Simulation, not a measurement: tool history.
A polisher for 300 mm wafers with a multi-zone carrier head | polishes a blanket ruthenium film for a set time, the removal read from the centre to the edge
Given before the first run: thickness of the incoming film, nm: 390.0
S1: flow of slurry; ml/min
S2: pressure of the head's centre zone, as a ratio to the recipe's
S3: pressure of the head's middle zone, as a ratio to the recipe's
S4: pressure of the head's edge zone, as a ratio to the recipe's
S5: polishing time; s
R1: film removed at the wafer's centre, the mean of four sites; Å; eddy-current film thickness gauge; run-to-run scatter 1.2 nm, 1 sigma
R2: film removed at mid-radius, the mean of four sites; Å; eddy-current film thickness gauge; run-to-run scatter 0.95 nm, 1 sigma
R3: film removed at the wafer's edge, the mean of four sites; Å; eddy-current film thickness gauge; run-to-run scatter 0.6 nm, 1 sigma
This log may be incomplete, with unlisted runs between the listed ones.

run	hour	S1	S2	S3	S4	S5	R1	R2	R3
1	0.0	255	1.00	1.00	1.00	49	642.99	638.28	670.34
2	6.1	260	1.02	1.02	1.02	50	676.27	667.86	690.04
3	12.7	260	0.97	1.02	1.02	50	649.43	667.18	688.57
4	13.9	265	0.99	1.03	1.03	51	677.58	690.16	705.11
5	22.9	265	1.05	1.03	1.03	51	713.53	694.53	711.48
6	28.1	265	0.99	1.03	1.03	51	680.13	682.39	702.57

Forecast run 7:
7	33.1	265	1.00	1.04	1.04	52	?	?	?

{"run 7": {"R1": 684.77, "R2": 696.87, "R3": 720.99}}
